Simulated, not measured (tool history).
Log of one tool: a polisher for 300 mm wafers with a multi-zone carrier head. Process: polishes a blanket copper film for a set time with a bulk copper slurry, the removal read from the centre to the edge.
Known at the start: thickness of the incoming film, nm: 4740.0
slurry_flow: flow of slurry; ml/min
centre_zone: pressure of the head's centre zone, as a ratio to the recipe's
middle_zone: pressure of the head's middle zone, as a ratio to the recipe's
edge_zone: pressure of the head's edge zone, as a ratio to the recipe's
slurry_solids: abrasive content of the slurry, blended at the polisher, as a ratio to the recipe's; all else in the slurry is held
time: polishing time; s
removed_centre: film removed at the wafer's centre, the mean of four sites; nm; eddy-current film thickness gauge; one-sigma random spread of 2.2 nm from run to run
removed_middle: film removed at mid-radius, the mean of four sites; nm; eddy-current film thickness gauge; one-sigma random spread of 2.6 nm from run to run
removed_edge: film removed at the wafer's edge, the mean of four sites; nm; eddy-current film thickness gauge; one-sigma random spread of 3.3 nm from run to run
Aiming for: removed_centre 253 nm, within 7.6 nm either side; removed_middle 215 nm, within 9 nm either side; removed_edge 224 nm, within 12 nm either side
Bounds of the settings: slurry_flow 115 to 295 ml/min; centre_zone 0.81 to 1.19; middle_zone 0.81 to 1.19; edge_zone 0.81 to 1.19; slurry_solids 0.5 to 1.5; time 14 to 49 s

run 1 day=0 | slurry_flow=190 centre_zone=1 middle_zone=1 edge_zone=1 slurry_solids=1 time=31 | removed_centre=213.39 removed_middle=205.81 removed_edge=206.57
run 2 day=0.346 | slurry_flow=190 centre_zone=1 middle_zone=1.03 edge_zone=1 slurry_solids=1 time=31 | removed_centre=212.56 removed_middle=217.48 removed_edge=211.33
run 3 day=0.692 | slurry_flow=190 centre_zone=1 middle_zone=1.03 edge_zone=1 slurry_solids=1 time=39 | removed_centre=266.86 removed_middle=275.57 removed_edge=267.98
run 4 day=0.85 | slurry_flow=190 centre_zone=1 middle_zone=1.03 edge_zone=1 slurry_solids=1.2 time=39 | removed_centre=278.09 removed_middle=288.53 removed_edge=274.99
run 5 day=1.096 | slurry_flow=190 centre_zone=1 middle_zone=1.03 edge_zone=1 slurry_solids=1.2 time=36 | removed_centre=257.03 removed_middle=256.24 removed_edge=249.58
run 6 day=1.133 | slurry_flow=185 centre_zone=1 middle_zone=1.02 edge_zone=0.99 slurry_solids=1.2 time=36 | removed_centre=256.74 removed_middle=262.05 removed_edge=255.1
run 7 day=1.496 | slurry_flow=190 centre_zone=1.01 middle_zone=1.01 edge_zone=0.99 slurry_solids=1.15 time=36 | removed_centre=256.9 removed_middle=259.45 removed_edge=253.87
run 8 day=1.858 | slurry_flow=195 centre_zone=1.03 middle_zone=1.01 edge_zone=1 slurry_solids=1.1 time=36 | removed_centre=260.13 removed_middle=252.78 removed_edge=250.89
run 9 day=2.125 | slurry_flow=195 centre_zone=1.04 middle_zone=1 edge_zone=0.99 slurry_solids=1.05 time=36 | removed_centre=261.89 removed_middle=247.06 removed_edge=242.72
run 10 day=2.462 | slurry_flow=195 centre_zone=1.04 middle_zone=0.99 edge_zone=0.99 slurry_solids=1.05 time=36 | removed_centre=261.21 removed_middle=248.29 removed_edge=243.74
run 11 day=2.529 | slurry_flow=195 centre_zone=1.04 middle_zone=0.98 edge_zone=0.99 slurry_solids=1.05 time=36 | removed_centre=263.85 removed_middle=244.05 removed_edge=248.5
run 12 day=2.838 | slurry_flow=195 centre_zone=1.04 middle_zone=0.98 edge_zone=0.98 slurry_solids=1 time=36 | removed_centre=257.2 removed_middle=241.2 removed_edge=240.75
run 13 day=2.967 | slurry_flow=195 centre_zone=1.04 middle_zone=0.97 edge_zone=0.97 slurry_solids=1 time=36 | removed_centre=255.34 removed_middle=244.25 removed_edge=238.8

Which single option among these 4 for the next run brings every result within its allowed miss of target? Just one does.
run A day=3.096 | slurry_flow=190 centre_zone=1.01 middle_zone=0.99 edge_zone=0.99 slurry_solids=1 time=38 | removed_centre=? removed_middle=? removed_edge=?
run B day=3.096 | slurry_flow=195 centre_zone=1.11 middle_zone=0.94 edge_zone=0.99 slurry_solids=1 time=33 | removed_centre=? removed_middle=? removed_edge=?
run C day=3.096 | slurry_flow=280 centre_zone=0.94 middle_zone=1.14 edge_zone=0.81 slurry_solids=0.9 time=39 | removed_centre=? removed_middle=? removed_edge=?
run D day=3.096 | slurry_flow=160 centre_zone=1.03 middle_zone=0.87 edge_zone=1.14 slurry_solids=0.9 time=40 | removed_centre=? removed_middle=? removed_edge=?

move=A removed_centre=261.73 removed_middle=251.6 removed_edge=252.95
move=B removed_centre=251.07 removed_middle=209.98 removed_edge=220.5
move=C removed_centre=258.27 removed_middle=299.14 removed_edge=239.45
move=D removed_centre=264.08 removed_middle=224.44 removed_edge=272.45
A: moves away from the targets compared with the last run
B: meets every target
C: moves away from the targets compared with the last run
D: moves away from the targets compared with the last run
B meets every target.
